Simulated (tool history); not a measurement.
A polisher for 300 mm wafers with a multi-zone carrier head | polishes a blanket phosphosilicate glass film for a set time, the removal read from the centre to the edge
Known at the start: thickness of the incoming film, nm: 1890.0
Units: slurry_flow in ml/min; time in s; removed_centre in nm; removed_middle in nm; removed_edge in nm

run 1 day=0 | slurry_flow=240 centre_zone=1 middle_zone=1 edge_zone=1 slurry_solids=1 time=75 | removed_centre=576.86 removed_middle=574.91 removed_edge=575.53
run 2 day=0.267 | slurry_flow=240 centre_zone=1 middle_zone=1 edge_zone=1.03 slurry_solids=1 time=75 | removed_centre=577.82 removed_middle=570.55 removed_edge=595.81
run 3 day=0.604 | slurry_flow=240 centre_zone=1 middle_zone=1 edge_zone=1.03 slurry_solids=1.1 time=75 | removed_centre=590.87 removed_middle=584.56 removed_edge=595.02
run 4 day=0.85 | slurry_flow=240 centre_zone=1 middle_zone=1 edge_zone=1.03 slurry_solids=1 time=75 | removed_centre=582.62 removed_middle=572.42 removed_edge=576.96
run 5 day=1.192 | slurry_flow=240 centre_zone=1 middle_zone=1 edge_zone=1.03 slurry_solids=1.1 time=75 | removed_centre=587.95 removed_middle=574.8 removed_edge=595.1
run 6 day=1.408 | slurry_flow=245 centre_zone=1.01 middle_zone=1.01 edge_zone=1.04 slurry_solids=1.15 time=77 | removed_centre=625.62 removed_middle=628.98 removed_edge=627.53
run 7 day=1.667 | slurry_flow=245 centre_zone=1.02 middle_zone=1 edge_zone=1.05 slurry_solids=1.2 time=79 | removed_centre=649.76 removed_middle=652.69 removed_edge=668.89

The next listed run, before its measurement:
run 8 day=2.008 | slurry_flow=250 centre_zone=1.04 middle_zone=0.99 edge_zone=1.05 slurry_solids=1.25 time=80 | removed_centre=? removed_middle=? removed_edge=?

Run 8 gave removed_centre 679.16 nm, removed_middle 656.04 nm, removed_edge 682.6 nm.
